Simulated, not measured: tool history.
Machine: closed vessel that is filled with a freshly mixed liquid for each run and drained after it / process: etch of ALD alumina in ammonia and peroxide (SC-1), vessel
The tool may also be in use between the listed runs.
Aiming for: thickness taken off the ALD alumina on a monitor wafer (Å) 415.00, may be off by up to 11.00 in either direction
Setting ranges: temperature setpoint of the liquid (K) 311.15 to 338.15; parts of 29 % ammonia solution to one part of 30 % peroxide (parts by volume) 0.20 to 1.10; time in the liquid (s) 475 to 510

| run | day | temperature setpoint of the liquid (K) | parts of 29 % ammonia solution to one part of 30 % peroxide (parts by volume) | time in the liquid (s) | thickness taken off the ALD alumina on a monitor wafer (Å) |
|---|---|---|---|---|---|
| 1 | 0.000 | 322.15 | 0.60 | 475 | 227.82 |
| 2 | 0.100 | 317.15 | 0.60 | 475 | 170.59 |
| 3 | 0.254 | 321.15 | 0.60 | 475 | 215.13 |
| 4 | 0.550 | 324.15 | 0.60 | 475 | 253.19 |
| 5 | 0.829 | 330.65 | 0.60 | 475 | 360.12 |
| 6 | 0.975 | 330.65 | 0.45 | 475 | 351.48 |
| 7 | 1.038 | 331.65 | 0.45 | 475 | 367.81 |
| 8 | 1.092 | 332.15 | 0.45 | 475 | 374.82 |
| 9 | 1.154 | 332.65 | 0.45 | 475 | 384.88 |
| 10 | 1.488 | 333.15 | 0.45 | 475 | 396.97 |

Pick the move, out of 4, that brings all results within their allowed miss; only one does.
| A | 1.821 | 332.65 | 0.40 | 475 | ? |
| B | 1.821 | 332.15 | 0.50 | 490 | ? |
| C | 1.821 | 331.65 | 0.70 | 475 | ? |
| D | 1.821 | 332.15 | 0.50 | 510 | ? |

| move | thickness taken off the ALD alumina on a monitor wafer (Å) |
|---|---|
| A | 384.41 |
| B | 394.70 |
| C | 384.91 |
| D | 410.81 |
A: moves away from the targets compared with the last run
B: moves away from the targets compared with the last run
C: moves away from the targets compared with the last run
D: hits every target within its allowed miss
The move that meets every target is D.

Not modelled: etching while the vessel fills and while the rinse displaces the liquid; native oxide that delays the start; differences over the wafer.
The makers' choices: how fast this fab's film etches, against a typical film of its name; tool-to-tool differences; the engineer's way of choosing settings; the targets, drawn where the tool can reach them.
